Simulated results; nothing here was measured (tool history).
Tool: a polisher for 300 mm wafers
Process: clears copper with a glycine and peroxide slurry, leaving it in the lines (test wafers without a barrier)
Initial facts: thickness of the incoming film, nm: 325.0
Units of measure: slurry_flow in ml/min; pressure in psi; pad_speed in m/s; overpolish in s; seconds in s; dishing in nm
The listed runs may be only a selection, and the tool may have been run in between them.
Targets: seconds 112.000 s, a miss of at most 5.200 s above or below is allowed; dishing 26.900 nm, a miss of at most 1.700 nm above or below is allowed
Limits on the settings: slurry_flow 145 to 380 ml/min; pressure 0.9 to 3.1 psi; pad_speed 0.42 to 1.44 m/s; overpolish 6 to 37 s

| run | day | slurry_flow | pressure | pad_speed | overpolish | seconds | dishing |
|---|---|---|---|---|---|---|---|
| 1 | 0.000 | 245 | 2.0 | 0.92 | 19 | 82.944 | 45.342 |
| 2 | 0.162 | 245 | 1.9 | 0.92 | 18 | 82.384 | 40.870 |
| 3 | 0.283 | 245 | 1.9 | 0.92 | 21 | 83.327 | 46.064 |
| 4 | 0.333 | 245 | 1.8 | 0.92 | 20 | 89.291 | 42.945 |
| 5 | 0.671 | 245 | 1.7 | 0.92 | 19 | 90.693 | 41.177 |
| 6 | 0.742 | 245 | 1.6 | 0.92 | 18 | 93.318 | 38.355 |
| 7 | 1.050 | 245 | 1.0 | 0.90 | 12 | 130.340 | 19.857 |
| 8 | 1.342 | 245 | 1.1 | 0.90 | 12 | 125.050 | 20.689 |

Consider the 4 candidate settings below. Which is the only one whose results all fall within their allowed miss of target?
| A | 1.633 | 205 | 1.1 | 0.82 | 19 | ? | ? |
| B | 1.633 | 150 | 1.2 | 0.68 | 19 | ? | ? |
| C | 1.633 | 285 | 1.4 | 0.76 | 14 | ? | ? |
| D | 1.633 | 215 | 1.2 | 0.78 | 15 | ? | ? |

| move | seconds | dishing |
|---|---|---|
| A | 128.450 | 31.267 |
| B | 137.110 | 29.752 |
| C | 108.730 | 27.874 |
| D | 123.010 | 26.563 |
A: takes the result that was furthest off past its target
B: takes the result that was furthest off past its target
C: in spec on every target
D: gets the furthest-off result to its target, but another result is out of tolerance
The move that meets every target is C.
